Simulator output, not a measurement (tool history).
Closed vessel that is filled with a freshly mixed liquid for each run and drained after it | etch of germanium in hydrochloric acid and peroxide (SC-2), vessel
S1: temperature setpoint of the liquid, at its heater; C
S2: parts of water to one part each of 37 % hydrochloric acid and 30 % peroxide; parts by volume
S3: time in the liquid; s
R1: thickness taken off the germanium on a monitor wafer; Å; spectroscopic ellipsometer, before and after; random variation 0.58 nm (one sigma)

run  hour    S1    S2   S3      R1
  1     0    46    11  100  1169.7
  2   6.5    46    11  100  1174.4
  3  15.4    46   7.5  100  1220.7
  4  23.1    46   7.5  100    1206
  5    29    46     6  100  1218.3
  6  37.8  51.5     6  100  1467.5
  7  46.5  46.5   8.5  100  1213.5
  8  48.9    43    10  100  1060.4
  9  51.4  40.5  10.5  100  987.69

The next listed run, before its measurement:
 10  52.8  39  12  100   ?

R1: 922.88 Å

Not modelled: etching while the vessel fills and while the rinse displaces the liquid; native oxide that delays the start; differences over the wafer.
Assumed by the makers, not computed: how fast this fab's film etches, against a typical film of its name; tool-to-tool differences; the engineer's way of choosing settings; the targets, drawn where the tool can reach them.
